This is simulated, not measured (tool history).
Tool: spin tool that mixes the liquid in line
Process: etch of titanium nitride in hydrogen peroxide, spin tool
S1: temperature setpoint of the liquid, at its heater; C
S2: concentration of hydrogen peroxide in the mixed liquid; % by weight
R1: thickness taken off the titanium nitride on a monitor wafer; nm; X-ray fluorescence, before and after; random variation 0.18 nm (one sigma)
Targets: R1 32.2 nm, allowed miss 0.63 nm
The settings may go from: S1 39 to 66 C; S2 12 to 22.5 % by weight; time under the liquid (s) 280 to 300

run 1 hour=0 | S1=55 S2=15.5 time_under_the_liquid_(s)=280 | R1=19.387
run 2 hour=9 | S1=55 S2=15.5 time_under_the_liquid_(s)=300 | R1=20.945
run 3 hour=16.9 | S1=55 S2=18 time_under_the_liquid_(s)=300 | R1=21.518
run 4 hour=24.8 | S1=55 S2=18 time_under_the_liquid_(s)=300 | R1=21.45
run 5 hour=32.4 | S1=56.5 S2=18 time_under_the_liquid_(s)=300 | R1=23.929
run 6 hour=41.5 | S1=56.5 S2=18 time_under_the_liquid_(s)=300 | R1=24.017
run 7 hour=49.4 | S1=57.5 S2=18 time_under_the_liquid_(s)=300 | R1=25.552
run 8 hour=58.3 | S1=58.5 S2=18 time_under_the_liquid_(s)=300 | R1=27.703
run 9 hour=60.7 | S1=59 S2=18 time_under_the_liquid_(s)=300 | R1=28.197
run 10 hour=63 | S1=59 S2=18 time_under_the_liquid_(s)=300 | R1=28.631
run 11 hour=66.3 | S1=59.5 S2=18 time_under_the_liquid_(s)=300 | R1=29.138
run 12 hour=67.8 | S1=60 S2=18 time_under_the_liquid_(s)=300 | R1=30.218
run 13 hour=72.1 | S1=60.5 S2=18 time_under_the_liquid_(s)=300 | R1=31.42

4 next moves are on the table. One of them brings every result within its allowed miss. Which?
run A hour=76.4 | S1=62 S2=21 time_under_the_liquid_(s)=280 | R1=?
run B hour=76.4 | S1=62 S2=15.5 time_under_the_liquid_(s)=300 | R1=?
run C hour=76.4 | S1=62.5 S2=13.5 time_under_the_liquid_(s)=300 | R1=?
run D hour=76.4 | S1=62 S2=17 time_under_the_liquid_(s)=280 | R1=?

move=A R1=33.552
move=B R1=33.699
move=C R1=33.851
move=D R1=32.072
A: takes the result that was furthest off past its target
B: takes the result that was furthest off past its target
C: takes the result that was furthest off past its target
D: meets every target
The right move is D.
